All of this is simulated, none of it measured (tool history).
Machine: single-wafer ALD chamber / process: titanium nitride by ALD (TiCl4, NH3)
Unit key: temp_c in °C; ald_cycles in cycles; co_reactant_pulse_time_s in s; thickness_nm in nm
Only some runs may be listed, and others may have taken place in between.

Run 1, day 0: temp_c 385 °C, ald_cycles 45 cycles, co_reactant_pulse_time_s 1.46 s. Result: thickness_nm 0.91204 nm.
Run 2, day 0.192: temp_c 379 °C, ald_cycles 45 cycles, co_reactant_pulse_time_s 1.23 s. Result: thickness_nm 0.87711 nm.
Run 3, day 0.242: temp_c 375 °C, ald_cycles 45 cycles, co_reactant_pulse_time_s 1.06 s. Result: thickness_nm 0.86193 nm.
Run 4, day 0.575: temp_c 375 °C, ald_cycles 45 cycles, co_reactant_pulse_time_s 1.36 s. Result: thickness_nm 0.88294 nm.
Run 5, day 0.7: temp_c 368 °C, ald_cycles 45 cycles, co_reactant_pulse_time_s 1.36 s. Result: thickness_nm 0.87754 nm.
Run 6, day 0.946: temp_c 368 °C, ald_cycles 45 cycles, co_reactant_pulse_time_s 1.6 s. Result: thickness_nm 0.90038 nm.
Run 7, day 1.275: temp_c 366 °C, ald_cycles 45 cycles, co_reactant_pulse_time_s 1.34 s. Result: thickness_nm 0.87785 nm.
Run 8, day 1.458: temp_c 365 °C, ald_cycles 45 cycles, co_reactant_pulse_time_s 1.14 s. Result: thickness_nm 0.84318 nm.

What does the tool deliver on the next run?
Run 9, day 1.654: temp_c 364 °C, ald_cycles 45 cycles, co_reactant_pulse_time_s 1.02 s. Result: thickness_nm ?.

{"run 9": {"thickness_nm": 0.82312}}
